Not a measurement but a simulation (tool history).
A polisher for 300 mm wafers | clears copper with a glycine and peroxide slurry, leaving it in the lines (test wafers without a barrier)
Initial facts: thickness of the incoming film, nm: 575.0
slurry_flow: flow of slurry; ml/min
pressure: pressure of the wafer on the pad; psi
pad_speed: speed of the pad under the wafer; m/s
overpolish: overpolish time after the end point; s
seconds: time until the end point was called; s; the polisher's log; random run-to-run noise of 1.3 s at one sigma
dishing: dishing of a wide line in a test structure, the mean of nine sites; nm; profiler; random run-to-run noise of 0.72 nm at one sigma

Run 1, day 0.000: slurry_flow 255 ml/min, pressure 2.7 psi, pad_speed 0.78 m/s, overpolish 13 s. Result: seconds 151.06 s, dishing 33.524 nm.
Run 2, day 0.238: slurry_flow 255 ml/min, pressure 2.2 psi, pad_speed 0.78 m/s, overpolish 13 s. Result: seconds 171.24 s, dishing 29.050 nm.
Run 3, day 0.604: slurry_flow 190 ml/min, pressure 2.2 psi, pad_speed 0.78 m/s, overpolish 13 s. Result: seconds 176.14 s, dishing 29.213 nm.
Run 4, day 0.804: slurry_flow 190 ml/min, pressure 2.8 psi, pad_speed 0.80 m/s, overpolish 13 s. Result: seconds 151.27 s, dishing 33.257 nm.
Run 5, day 1.171: slurry_flow 200 ml/min, pressure 3.2 psi, pad_speed 0.82 m/s, overpolish 13 s. Result: seconds 136.99 s, dishing 37.380 nm.
Run 6, day 1.438: slurry_flow 200 ml/min, pressure 3.2 psi, pad_speed 0.90 m/s, overpolish 13 s. Result: seconds 129.24 s, dishing 38.276 nm.

Run 7 comes next. What will it give?
Run 7, day 1.792: slurry_flow 205 ml/min, pressure 3.5 psi, pad_speed 0.92 m/s, overpolish 13 s. Result: seconds ?, dishing ?.

{"run 7": {"seconds": 121.23, "dishing": 41.609}}
